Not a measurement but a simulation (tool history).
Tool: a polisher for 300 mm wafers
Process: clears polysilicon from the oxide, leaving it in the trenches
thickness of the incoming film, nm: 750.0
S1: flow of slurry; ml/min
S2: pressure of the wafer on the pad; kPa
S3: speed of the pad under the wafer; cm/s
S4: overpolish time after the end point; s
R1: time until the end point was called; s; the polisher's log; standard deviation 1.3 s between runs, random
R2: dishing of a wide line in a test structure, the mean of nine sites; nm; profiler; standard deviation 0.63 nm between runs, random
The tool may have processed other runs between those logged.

| run | hour | S1 | S2 | S3 | S4 | R1 | R2 |
|---|---|---|---|---|---|---|---|
| 1 | 0.0 | 265 | 20.0 | 108 | 20 | 55.182 | 42.794 |
| 2 | 1.7 | 265 | 20.0 | 108 | 12 | 55.008 | 41.370 |
| 3 | 6.9 | 265 | 18.6 | 106 | 11 | 61.166 | 40.478 |
| 4 | 10.4 | 265 | 17.9 | 106 | 12 | 62.274 | 39.861 |
| 5 | 16.8 | 265 | 22.1 | 106 | 12 | 50.116 | 41.666 |
| 6 | 18.5 | 235 | 22.1 | 106 | 12 | 50.205 | 41.579 |
| 7 | 24.6 | 235 | 20.7 | 104 | 13 | 56.851 | 41.576 |
| 8 | 28.8 | 235 | 19.3 | 104 | 13 | 59.574 | 41.303 |

Expected results for the next run?
| 9 | 33.2 | 235 | 17.9 | 104 | 13 | ? | ? |

Run 9 gave R1 63.833 s, R2 42.553 nm.
